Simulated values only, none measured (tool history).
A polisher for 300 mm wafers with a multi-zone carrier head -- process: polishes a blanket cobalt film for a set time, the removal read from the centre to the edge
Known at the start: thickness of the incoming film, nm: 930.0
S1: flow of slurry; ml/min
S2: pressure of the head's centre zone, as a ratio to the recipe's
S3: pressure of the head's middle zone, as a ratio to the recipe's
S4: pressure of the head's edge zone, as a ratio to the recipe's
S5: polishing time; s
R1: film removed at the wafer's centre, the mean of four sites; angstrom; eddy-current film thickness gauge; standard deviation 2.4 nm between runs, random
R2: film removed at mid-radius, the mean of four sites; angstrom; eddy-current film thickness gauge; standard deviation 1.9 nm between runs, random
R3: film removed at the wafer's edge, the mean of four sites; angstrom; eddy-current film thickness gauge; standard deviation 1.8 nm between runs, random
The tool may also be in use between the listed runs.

run 1 hour=0.0 | S1=310 S2=1.00 S3=1.00 S4=1.00 S5=58 | R1=2994.3 R2=2930.6 R3=2972.8
run 2 hour=3.0 | S1=310 S2=1.00 S3=1.00 S4=1.00 S5=66 | R1=3420.0 R2=3336.2 R3=3402.5
run 3 hour=6.6 | S1=305 S2=0.99 S3=0.99 S4=0.98 S5=64 | R1=3262.5 R2=3213.4 R3=3250.2
run 4 hour=12.4 | S1=305 S2=0.99 S3=1.06 S4=0.98 S5=64 | R1=3225.1 R2=3347.0 R3=3207.3
run 5 hour=20.1 | S1=305 S2=1.05 S3=1.06 S4=0.98 S5=64 | R1=3498.7 R2=3316.6 R3=3231.9
run 6 hour=22.2 | S1=305 S2=1.05 S3=1.12 S4=0.98 S5=64 | R1=3455.1 R2=3400.0 R3=3216.4

Run 7 has not been measured yet. What should we expect?
run 7 hour=23.9 | S1=260 S2=0.95 S3=1.02 S4=0.89 S5=52 | R1=? R2=? R3=?

{"run 7": {"R1": 2568.6, "R2": 2598.8, "R3": 2497.3}}
